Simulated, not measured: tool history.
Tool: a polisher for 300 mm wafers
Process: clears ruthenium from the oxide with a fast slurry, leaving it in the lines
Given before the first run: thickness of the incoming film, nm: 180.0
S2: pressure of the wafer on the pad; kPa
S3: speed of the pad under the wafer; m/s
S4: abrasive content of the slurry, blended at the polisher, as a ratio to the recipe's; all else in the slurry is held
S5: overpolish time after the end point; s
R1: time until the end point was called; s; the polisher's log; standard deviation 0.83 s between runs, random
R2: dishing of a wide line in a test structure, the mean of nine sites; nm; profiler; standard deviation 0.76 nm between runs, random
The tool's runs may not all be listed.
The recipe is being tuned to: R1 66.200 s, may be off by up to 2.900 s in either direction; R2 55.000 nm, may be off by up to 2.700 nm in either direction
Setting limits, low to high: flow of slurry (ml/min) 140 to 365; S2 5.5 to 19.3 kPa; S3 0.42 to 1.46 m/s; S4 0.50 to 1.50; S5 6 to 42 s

run 1 hour=0.0 | flow_of_slurry_(ml/min)=235 S2=12.4 S3=0.94 S4=1.00 S5=21 | R1=70.999 R2=43.558
run 2 hour=2.4 | flow_of_slurry_(ml/min)=235 S2=12.4 S3=0.94 S4=1.00 S5=16 | R1=72.048 R2=32.438
run 3 hour=5.3 | flow_of_slurry_(ml/min)=235 S2=12.4 S3=0.94 S4=1.00 S5=17 | R1=70.965 R2=35.058
run 4 hour=7.7 | flow_of_slurry_(ml/min)=235 S2=12.4 S3=0.94 S4=1.15 S5=17 | R1=68.471 R2=37.783
run 5 hour=11.8 | flow_of_slurry_(ml/min)=235 S2=12.4 S3=1.08 S4=1.15 S5=17 | R1=59.768 R2=40.732
run 6 hour=14.1 | flow_of_slurry_(ml/min)=235 S2=14.5 S3=1.08 S4=1.15 S5=17 | R1=51.735 R2=45.965
run 7 hour=18.5 | flow_of_slurry_(ml/min)=235 S2=13.8 S3=1.08 S4=1.15 S5=18 | R1=54.102 R2=47.182
run 8 hour=25.0 | flow_of_slurry_(ml/min)=235 S2=13.8 S3=1.08 S4=1.15 S5=19 | R1=55.763 R2=48.075
run 9 hour=26.4 | flow_of_slurry_(ml/min)=240 S2=12.4 S3=1.06 S4=1.25 S5=22 | R1=57.851 R2=52.690
run 10 hour=33.0 | flow_of_slurry_(ml/min)=235 S2=11.0 S3=1.04 S4=1.25 S5=24 | R1=65.108 R2=51.687

5 next moves are on the table. One of them brings every result within its allowed miss. Which?
run A hour=39.6 | flow_of_slurry_(ml/min)=220 S2=13.1 S3=0.98 S4=1.05 S5=21 | R1=? R2=?
run B hour=39.6 | flow_of_slurry_(ml/min)=235 S2=11.0 S3=1.04 S4=1.25 S5=22 | R1=? R2=?
run C hour=39.6 | flow_of_slurry_(ml/min)=235 S2=11.7 S3=1.12 S4=1.15 S5=23 | R1=? R2=?
run D hour=39.6 | flow_of_slurry_(ml/min)=250 S2=9.7 S3=1.12 S4=1.30 S5=26 | R1=? R2=?
run E hour=39.6 | flow_of_slurry_(ml/min)=245 S2=11.0 S3=1.06 S4=1.25 S5=22 | R1=? R2=?

move=A R1=64.803 R2=47.783
move=B R1=66.130 R2=48.935
move=C R1=61.014 R2=54.766
move=D R1=67.643 R2=55.727
move=E R1=64.827 R2=49.825
A: the biggest miss grows against the last run
B: the biggest miss grows against the last run
C: puts the biggest miss on target and leaves a different result outside tolerance
D: meets every target
E: the biggest miss grows against the last run
So the answer is move D, the one that meets all the targets.
